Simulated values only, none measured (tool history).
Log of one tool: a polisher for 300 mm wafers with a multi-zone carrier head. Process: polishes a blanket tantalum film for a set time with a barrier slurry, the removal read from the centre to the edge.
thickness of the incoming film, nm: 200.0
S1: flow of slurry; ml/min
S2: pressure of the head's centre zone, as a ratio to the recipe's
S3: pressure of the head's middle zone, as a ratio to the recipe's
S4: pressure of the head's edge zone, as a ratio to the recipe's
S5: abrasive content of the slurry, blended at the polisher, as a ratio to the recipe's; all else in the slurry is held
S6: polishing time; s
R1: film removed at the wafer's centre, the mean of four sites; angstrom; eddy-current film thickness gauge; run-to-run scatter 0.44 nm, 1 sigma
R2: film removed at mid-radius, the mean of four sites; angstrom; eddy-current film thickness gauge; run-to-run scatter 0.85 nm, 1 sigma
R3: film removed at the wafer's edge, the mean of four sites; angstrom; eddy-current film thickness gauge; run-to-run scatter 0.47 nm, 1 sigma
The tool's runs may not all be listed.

| run | day | S1 | S2 | S3 | S4 | S5 | S6 | R1 | R2 | R3 |
|---|---|---|---|---|---|---|---|---|---|---|
| 1 | 0.000 | 145 | 1.00 | 1.00 | 1.00 | 1.00 | 45 | 708.87 | 698.53 | 707.92 |
| 2 | 0.104 | 140 | 1.02 | 1.01 | 0.96 | 0.95 | 45 | 709.76 | 675.98 | 684.35 |
| 3 | 0.171 | 140 | 1.02 | 1.01 | 0.96 | 0.80 | 45 | 670.17 | 652.18 | 639.57 |
| 4 | 0.229 | 140 | 1.02 | 1.08 | 0.96 | 0.80 | 45 | 668.90 | 681.08 | 642.57 |
| 5 | 0.417 | 140 | 0.96 | 1.08 | 0.96 | 0.80 | 45 | 628.90 | 683.57 | 639.90 |
| 6 | 0.712 | 145 | 0.98 | 1.08 | 0.94 | 0.75 | 45 | 628.86 | 667.68 | 614.13 |
| 7 | 0.779 | 155 | 0.99 | 1.07 | 0.92 | 0.75 | 45 | 644.74 | 674.80 | 618.56 |
| 8 | 1.075 | 175 | 1.09 | 1.06 | 0.82 | 0.50 | 44 | 596.26 | 563.22 | 490.07 |
| 9 | 1.325 | 180 | 1.10 | 1.07 | 0.85 | 0.50 | 44 | 599.98 | 558.44 | 495.66 |
| 10 | 1.567 | 210 | 1.15 | 1.16 | 0.94 | 0.75 | 45 | 801.57 | 761.70 | 651.66 |
| 11 | 1.679 | 195 | 1.15 | 1.15 | 0.93 | 0.75 | 45 | 784.42 | 770.26 | 649.65 |
| 12 | 2.029 | 175 | 1.16 | 1.05 | 0.85 | 0.50 | 43 | 618.93 | 541.86 | 478.16 |
| 13 | 2.321 | 180 | 1.16 | 1.07 | 0.88 | 0.50 | 43 | 619.15 | 549.95 | 492.97 |
| 14 | 2.558 | 185 | 1.17 | 1.09 | 0.90 | 0.50 | 43 | 630.29 | 559.28 | 503.48 |
| 15 | 2.612 | 190 | 1.17 | 1.11 | 0.91 | 0.50 | 43 | 632.35 | 571.01 | 502.27 |
| 16 | 2.842 | 195 | 1.17 | 1.12 | 0.93 | 0.50 | 43 | 636.09 | 581.86 | 513.84 |
| 17 | 3.112 | 200 | 1.17 | 1.13 | 0.94 | 0.50 | 43 | 634.55 | 573.40 | 508.72 |
| 18 | 3.217 | 200 | 1.17 | 1.14 | 0.95 | 0.50 | 43 | 645.98 | 592.46 | 517.79 |
| 19 | 3.479 | 200 | 1.17 | 1.15 | 0.96 | 0.50 | 43 | 639.93 | 587.60 | 515.62 |
| 20 | 3.533 | 200 | 1.17 | 1.15 | 0.97 | 0.50 | 43 | 638.74 | 595.97 | 530.98 |
| 21 | 3.850 | 205 | 1.17 | 1.15 | 0.97 | 0.50 | 43 | 648.08 | 588.48 | 522.82 |
| 22 | 3.904 | 205 | 1.17 | 1.16 | 0.98 | 0.50 | 43 | 647.88 | 588.67 | 530.03 |
| 23 | 3.967 | 205 | 1.17 | 1.18 | 0.98 | 0.55 | 43 | 671.28 | 640.01 | 552.06 |

Run 24 comes next. What will it give?
| 24 | 4.038 | 205 | 1.17 | 1.18 | 0.99 | 0.55 | 43 | ? | ? | ? |

{"run 24": {"R1": 673.76, "R2": 646.83, "R3": 557.2}}
